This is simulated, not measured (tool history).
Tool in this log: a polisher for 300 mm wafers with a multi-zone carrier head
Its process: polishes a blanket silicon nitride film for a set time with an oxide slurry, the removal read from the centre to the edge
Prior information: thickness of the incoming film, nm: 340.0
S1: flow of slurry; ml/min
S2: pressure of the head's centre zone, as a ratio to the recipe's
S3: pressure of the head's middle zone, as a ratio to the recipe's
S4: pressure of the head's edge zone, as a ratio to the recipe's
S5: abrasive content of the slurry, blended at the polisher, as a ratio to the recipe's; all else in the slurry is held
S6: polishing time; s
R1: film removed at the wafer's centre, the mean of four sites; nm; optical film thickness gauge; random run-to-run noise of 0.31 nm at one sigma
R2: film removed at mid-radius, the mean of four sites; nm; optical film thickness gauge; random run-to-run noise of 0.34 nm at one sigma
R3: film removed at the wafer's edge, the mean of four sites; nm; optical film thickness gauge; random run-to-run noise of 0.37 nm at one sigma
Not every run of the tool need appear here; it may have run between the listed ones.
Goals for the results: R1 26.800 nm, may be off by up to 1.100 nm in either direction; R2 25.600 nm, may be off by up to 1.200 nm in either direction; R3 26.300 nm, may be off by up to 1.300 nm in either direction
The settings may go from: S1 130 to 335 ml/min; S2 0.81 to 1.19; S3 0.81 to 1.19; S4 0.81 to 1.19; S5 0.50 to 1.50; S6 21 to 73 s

run,hour,S1,S2,S3,S4,S5,S6,R1,R2,R3
1,0.0,215,1.00,1.00,1.00,1.00,47,35.049,34.737,33.232
2,4.3,210,0.98,0.97,0.98,0.90,47,32.425,32.703,31.386
3,10.1,205,0.98,0.94,0.97,0.80,47,31.380,30.889,30.080
4,15.6,205,0.98,0.86,0.97,0.80,47,31.337,28.631,30.764
5,16.4,155,0.98,0.86,0.97,0.80,47,30.014,26.577,29.054
6,21.4,130,0.98,0.86,0.97,0.80,47,28.190,26.474,28.395
7,28.5,130,0.98,0.86,0.97,0.80,47,28.226,25.476,27.674
8,31.0,130,0.98,0.87,0.96,0.80,47,28.027,25.836,27.983
9,38.9,130,0.98,0.88,0.95,0.80,47,28.085,25.780,27.978
10,47.2,135,0.98,0.89,0.95,0.75,47,28.627,26.478,27.638

4 next moves are on the table. One of them brings every result within its allowed miss. Which?
A,55.5,150,1.16,0.98,0.91,0.75,45,?,?,?
B,55.5,135,1.08,0.89,0.93,0.85,46,?,?,?
C,55.5,155,1.16,0.97,0.98,0.50,50,?,?,?
D,55.5,140,1.00,0.94,1.00,0.70,45,?,?,?

move,R1,R2,R3
A,31.494,27.937,26.538
B,30.888,26.808,28.112
C,30.769,27.032,26.768
D,27.001,25.933,26.800
A: its largest miss is bigger than the last run's
B: its largest miss is bigger than the last run's
C: its largest miss is bigger than the last run's
D: every result within its allowed miss
D meets every target.
